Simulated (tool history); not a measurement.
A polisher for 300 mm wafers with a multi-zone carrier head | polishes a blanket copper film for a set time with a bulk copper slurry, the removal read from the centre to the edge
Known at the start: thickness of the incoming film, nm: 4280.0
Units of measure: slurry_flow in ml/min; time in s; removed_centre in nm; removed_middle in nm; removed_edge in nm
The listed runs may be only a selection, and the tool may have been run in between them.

run,day,slurry_flow,centre_zone,middle_zone,edge_zone,slurry_solids,time,removed_centre,removed_middle,removed_edge
1,0.000,150,1.00,1.00,1.00,1.00,83,874.97,851.27,871.66
2,0.171,160,1.00,1.03,1.02,1.10,84,909.12,928.15,905.05
3,0.379,165,1.00,1.04,1.04,1.15,85,936.69,948.40,939.37
4,0.562,165,1.00,1.04,1.04,1.15,95,1018.80,1067.60,1051.70
5,0.692,170,1.00,1.05,1.04,1.15,95,1025.70,1089.10,1059.10
6,1.000,170,1.00,1.05,1.04,1.15,86,949.23,972.67,957.03
7,1.329,175,1.00,1.07,1.05,1.20,87,980.75,1015.80,993.29
8,1.408,180,1.00,1.09,1.05,1.20,87,953.03,1041.20,987.11
9,1.708,185,1.01,1.10,1.06,1.25,87,1001.80,1077.60,1009.50
10,1.796,190,1.01,1.11,1.07,1.25,87,985.96,1071.50,1007.70

Predict the results of run 11:
11,1.879,190,1.01,1.12,1.08,1.30,87,?,?,?

{"run 11": {"removed_centre": 990.73, "removed_middle": 1080.3, "removed_edge": 1043.1}}
